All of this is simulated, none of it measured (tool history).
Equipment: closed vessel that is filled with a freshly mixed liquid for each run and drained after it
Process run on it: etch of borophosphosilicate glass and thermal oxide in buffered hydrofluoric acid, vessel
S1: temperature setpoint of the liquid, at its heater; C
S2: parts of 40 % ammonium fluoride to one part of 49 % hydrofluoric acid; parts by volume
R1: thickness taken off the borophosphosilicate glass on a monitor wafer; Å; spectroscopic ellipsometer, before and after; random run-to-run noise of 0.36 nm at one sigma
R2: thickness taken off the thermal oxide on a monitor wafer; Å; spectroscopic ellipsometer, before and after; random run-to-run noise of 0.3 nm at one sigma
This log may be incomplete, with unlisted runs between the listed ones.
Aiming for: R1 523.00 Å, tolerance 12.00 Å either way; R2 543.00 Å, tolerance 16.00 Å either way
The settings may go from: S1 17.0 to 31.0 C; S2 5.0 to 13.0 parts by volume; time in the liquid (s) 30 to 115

run 1 hour=0.0 | S1=23.0 S2=8.0 time_in_the_liquid_(s)=60 | R1=827.46 R2=858.37
run 2 hour=5.8 | S1=23.0 S2=9.5 time_in_the_liquid_(s)=60 | R1=710.96 R2=729.97
run 3 hour=8.9 | S1=21.5 S2=9.5 time_in_the_liquid_(s)=60 | R1=648.72 R2=672.61
run 4 hour=11.1 | S1=21.5 S2=9.5 time_in_the_liquid_(s)=80 | R1=858.82 R2=886.11
run 5 hour=18.9 | S1=21.5 S2=11.0 time_in_the_liquid_(s)=80 | R1=751.00 R2=785.03
run 6 hour=26.3 | S1=21.5 S2=11.0 time_in_the_liquid_(s)=70 | R1=667.72 R2=691.66
run 7 hour=34.9 | S1=20.5 S2=11.0 time_in_the_liquid_(s)=70 | R1=636.92 R2=651.38
run 8 hour=40.9 | S1=20.0 S2=11.0 time_in_the_liquid_(s)=70 | R1=614.92 R2=639.78
run 9 hour=47.4 | S1=19.5 S2=11.0 time_in_the_liquid_(s)=70 | R1=598.22 R2=619.61

Next run, 5 choices. One meets every target within its allowed miss, the rest don't. Which?
run A hour=53.9 | S1=17.5 S2=10.5 time_in_the_liquid_(s)=70 | R1=? R2=?
run B hour=53.9 | S1=20.5 S2=10.0 time_in_the_liquid_(s)=50 | R1=? R2=?
run C hour=53.9 | S1=24.0 S2=5.5 time_in_the_liquid_(s)=35 | R1=? R2=?
run D hour=53.9 | S1=18.0 S2=11.5 time_in_the_liquid_(s)=65 | R1=? R2=?
run E hour=53.9 | S1=30.0 S2=9.0 time_in_the_liquid_(s)=30 | R1=? R2=?

move=A R1=555.25 R2=579.28
move=B R1=491.63 R2=513.85
move=C R1=724.96 R2=752.82
move=D R1=484.83 R2=506.39
move=E R1=524.27 R2=550.63
A: nearer than the last run, and not there yet
B: pushes the last run's worst result past its target
C: moves away from the targets compared with the last run
D: pushes the last run's worst result past its target
E: in spec on every target
E is the move that brings every result within its allowed miss.

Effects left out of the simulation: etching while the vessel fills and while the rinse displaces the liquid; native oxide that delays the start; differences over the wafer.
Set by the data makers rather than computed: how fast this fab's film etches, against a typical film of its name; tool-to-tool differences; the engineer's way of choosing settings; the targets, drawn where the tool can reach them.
